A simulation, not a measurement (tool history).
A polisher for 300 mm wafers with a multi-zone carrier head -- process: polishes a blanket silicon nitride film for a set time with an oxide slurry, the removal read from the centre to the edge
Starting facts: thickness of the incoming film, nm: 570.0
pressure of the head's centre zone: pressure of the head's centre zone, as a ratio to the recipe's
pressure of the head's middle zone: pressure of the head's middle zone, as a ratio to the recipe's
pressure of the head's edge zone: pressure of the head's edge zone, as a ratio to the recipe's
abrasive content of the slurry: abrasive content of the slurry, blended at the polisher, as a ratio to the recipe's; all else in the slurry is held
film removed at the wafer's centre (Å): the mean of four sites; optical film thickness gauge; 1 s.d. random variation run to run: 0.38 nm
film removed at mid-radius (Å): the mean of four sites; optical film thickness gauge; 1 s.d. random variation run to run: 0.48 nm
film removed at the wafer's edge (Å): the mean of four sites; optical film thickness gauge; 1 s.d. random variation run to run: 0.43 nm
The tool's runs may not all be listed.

run,hour,flow of slurry (ml/min),pressure of the head's centre zone,pressure of the head's middle zone,pressure of the head's edge zone,abrasive content of the slurry,polishing time (s),film removed at the wafer's centre (Å),film removed at mid-radius (Å),film removed at the wafer's edge (Å)
1,0.0,205,1.00,1.00,1.00,1.00,69,461.08,441.41,456.82
2,8.0,165,1.00,1.00,1.00,1.00,69,438.69,420.32,454.40
3,15.7,145,1.00,1.00,1.00,1.00,69,431.88,415.57,443.58
4,17.6,155,1.02,1.03,0.96,0.90,69,422.57,417.09,412.08
5,20.3,155,0.97,1.03,0.96,0.90,69,405.08,422.21,418.71
6,27.6,155,1.00,1.03,0.93,0.85,69,399.15,404.71,395.88

Run 7 is up next; what results do you expect?
7,31.0,160,1.03,1.03,0.90,0.80,69,?,?,?

{"run 7": {"film removed at the wafer's centre (Å)": 411.62, "film removed at mid-radius (Å)": 401.6, "film removed at the wafer's edge (Å)": 383.46}}

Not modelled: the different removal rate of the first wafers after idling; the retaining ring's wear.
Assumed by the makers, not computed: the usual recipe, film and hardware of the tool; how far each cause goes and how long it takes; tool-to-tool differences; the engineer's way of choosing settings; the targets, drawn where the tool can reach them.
